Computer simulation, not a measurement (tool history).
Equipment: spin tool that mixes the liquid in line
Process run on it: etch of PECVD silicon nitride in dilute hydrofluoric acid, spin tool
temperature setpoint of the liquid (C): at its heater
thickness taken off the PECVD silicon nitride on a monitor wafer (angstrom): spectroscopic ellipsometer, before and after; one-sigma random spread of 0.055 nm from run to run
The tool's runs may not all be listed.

| run | hour | temperature setpoint of the liquid (C) | parts of water to one part of 49 % hydrofluoric acid (parts by volume) | time under the liquid (s) | thickness taken off the PECVD silicon nitride on a monitor wafer (angstrom) |
|---|---|---|---|---|---|
| 1 | 0.0 | 22.0 | 295 | 65 | 5.8165 |
| 2 | 7.1 | 22.0 | 295 | 65 | 5.5009 |
| 3 | 8.2 | 19.5 | 295 | 65 | 4.8080 |
| 4 | 11.1 | 17.5 | 295 | 65 | 4.1213 |
| 5 | 13.5 | 17.0 | 295 | 65 | 4.1555 |
| 6 | 20.4 | 19.0 | 295 | 65 | 4.9015 |
| 7 | 24.8 | 20.5 | 260 | 65 | 5.7122 |
| 8 | 33.0 | 22.0 | 230 | 65 | 7.2987 |
| 9 | 33.8 | 23.0 | 205 | 65 | 8.5706 |
| 10 | 41.8 | 24.0 | 185 | 65 | 10.2830 |
| 11 | 44.2 | 25.0 | 165 | 65 | 12.4720 |
| 12 | 53.1 | 25.5 | 150 | 65 | 13.9800 |
| 13 | 57.4 | 26.0 | 140 | 65 | 15.7570 |
| 14 | 62.1 | 26.5 | 130 | 65 | 16.7800 |
| 15 | 66.2 | 27.0 | 125 | 65 | 18.4400 |
| 16 | 75.2 | 27.5 | 120 | 65 | 19.8590 |
| 17 | 80.2 | 28.0 | 115 | 65 | 20.6900 |
| 18 | 88.8 | 30.0 | 55 | 65 | 50.9100 |
| 19 | 90.3 | 30.0 | 55 | 65 | 50.4010 |
| 20 | 92.2 | 30.0 | 55 | 65 | 49.4410 |
| 21 | 98.8 | 29.5 | 55 | 65 | 48.9640 |
| 22 | 107.3 | 28.5 | 55 | 65 | 44.1090 |

Run 23 has not been measured yet. What should we expect?
| 23 | 110.9 | 28.5 | 55 | 65 | ? |

thickness taken off the PECVD silicon nitride on a monitor wafer (angstrom): 46.9930

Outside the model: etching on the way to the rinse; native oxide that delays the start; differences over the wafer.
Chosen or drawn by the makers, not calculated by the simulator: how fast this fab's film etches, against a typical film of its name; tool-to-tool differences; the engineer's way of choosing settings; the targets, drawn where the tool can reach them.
